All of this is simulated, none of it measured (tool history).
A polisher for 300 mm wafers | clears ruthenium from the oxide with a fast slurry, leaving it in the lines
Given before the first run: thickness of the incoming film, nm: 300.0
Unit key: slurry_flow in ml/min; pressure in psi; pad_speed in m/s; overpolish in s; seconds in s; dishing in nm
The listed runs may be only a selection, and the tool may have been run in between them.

run 1 hour=0 | slurry_flow=160 pressure=2.7 pad_speed=0.98 slurry_solids=1 overpolish=22 | seconds=65.298 dishing=60.503
run 2 hour=1.1 | slurry_flow=160 pressure=2.7 pad_speed=0.98 slurry_solids=1 overpolish=26 | seconds=64.713 dishing=66.668
run 3 hour=4 | slurry_flow=160 pressure=2.7 pad_speed=0.82 slurry_solids=1 overpolish=26 | seconds=76.3 dishing=60.946
run 4 hour=8.9 | slurry_flow=150 pressure=2.3 pad_speed=0.74 slurry_solids=0.85 overpolish=20 | seconds=105.69 dishing=41.115
run 5 hour=15.3 | slurry_flow=150 pressure=2.3 pad_speed=0.74 slurry_solids=0.95 overpolish=20 | seconds=103.14 dishing=41.867
run 6 hour=21.1 | slurry_flow=135 pressure=2.1 pad_speed=0.7 slurry_solids=0.8 overpolish=16 | seconds=127.92 dishing=29.271
run 7 hour=24.4 | slurry_flow=125 pressure=2 pad_speed=0.7 slurry_solids=0.7 overpolish=13 | seconds=142.29 dishing=23.568
run 8 hour=33.3 | slurry_flow=115 pressure=1.9 pad_speed=0.7 slurry_solids=0.65 overpolish=11 | seconds=154.42 dishing=17.662

Forecast run 9:
run 9 hour=42 | slurry_flow=110 pressure=1.8 pad_speed=0.7 slurry_solids=0.65 overpolish=11 | seconds=? dishing=?

{"run 9": {"seconds": 165.35, "dishing": 17.282}}
